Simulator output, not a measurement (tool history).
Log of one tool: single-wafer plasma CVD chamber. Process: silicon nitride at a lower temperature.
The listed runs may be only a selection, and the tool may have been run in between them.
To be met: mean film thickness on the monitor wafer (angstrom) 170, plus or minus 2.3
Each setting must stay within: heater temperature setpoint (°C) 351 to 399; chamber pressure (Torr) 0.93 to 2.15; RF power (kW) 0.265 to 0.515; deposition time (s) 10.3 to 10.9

run,day,heater temperature setpoint (°C),chamber pressure (Torr),RF power (kW),deposition time (s),mean film thickness on the monitor wafer (angstrom)
1,0,375,1.54,0.39,10.9,151.64
2,0.183,379,1.54,0.39,10.9,150.97
3,0.5,379,1.31,0.39,10.9,146.27
4,0.65,379,1.31,0.39,10.9,146.9
# day 0.912: capacitance manometer re-zeroed and calibrated
5,0.912,379,1.44,0.4,10.9,151.22
6,1.183,379,1.44,0.4,10.3,143.67
7,1.45,379,1.56,0.41,10.3,147.39
8,1.621,379,1.66,0.42,10.3,151.09
9,1.821,379,1.74,0.43,10.3,154.02
10,1.992,379,1.81,0.44,10.3,156.97
11,2.058,379,1.87,0.445,10.3,159.14
12,2.412,379,2.15,0.465,10.3,167.54

Which single option among these 4 for the next run brings every result within its allowed miss of target? Just one does.
A,2.767,381,1.97,0.48,10.8,?
B,2.767,379,2.09,0.47,10.8,?
C,2.767,363,1.9,0.505,10.3,?
D,2.767,387,1.76,0.435,10.7,?

move,mean film thickness on the monitor wafer (angstrom)
A,174.33
B,174.86
C,170.2
D,160.7
A: pushes the last run's worst result past its target
B: pushes the last run's worst result past its target
C: every result within its allowed miss
D: the biggest miss grows against the last run
The move that meets every target is C.
